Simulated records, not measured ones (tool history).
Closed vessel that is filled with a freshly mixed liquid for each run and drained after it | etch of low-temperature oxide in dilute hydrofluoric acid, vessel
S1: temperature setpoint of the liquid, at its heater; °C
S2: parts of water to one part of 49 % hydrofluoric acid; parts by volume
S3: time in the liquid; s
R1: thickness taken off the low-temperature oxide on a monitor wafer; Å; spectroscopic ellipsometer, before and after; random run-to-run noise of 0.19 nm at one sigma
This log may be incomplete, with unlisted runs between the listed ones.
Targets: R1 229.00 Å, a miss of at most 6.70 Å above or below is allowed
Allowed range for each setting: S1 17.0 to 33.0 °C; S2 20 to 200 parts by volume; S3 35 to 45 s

run	hour	S1	S2	S3	R1
1	0.0	25.0	110	45	127.70
2	8.9	25.0	90	45	157.59
3	17.2	25.0	75	45	193.50
4	21.2	26.0	75	45	200.59
5	26.7	27.0	75	45	209.67
6	29.5	24.5	75	45	188.16
7	36.1	26.0	75	45	200.50
8	41.1	27.0	75	45	207.59
9	48.8	27.5	75	45	213.46

Which one of the following 4 next-run settings gets every result inside its allowed miss? There is exactly one.
A	56.5	27.5	70	45	?
B	56.5	29.5	85	45	?
C	56.5	33.0	90	45	?
D	56.5	28.0	85	45	?

move	R1
A	229.06
B	199.55
C	213.29
D	188.38
A: all results land within tolerance of their targets
B: moves away from the targets compared with the last run
C: no nearer and no further than the last run
D: moves away from the targets compared with the last run
A is the move that brings every result within its allowed miss.
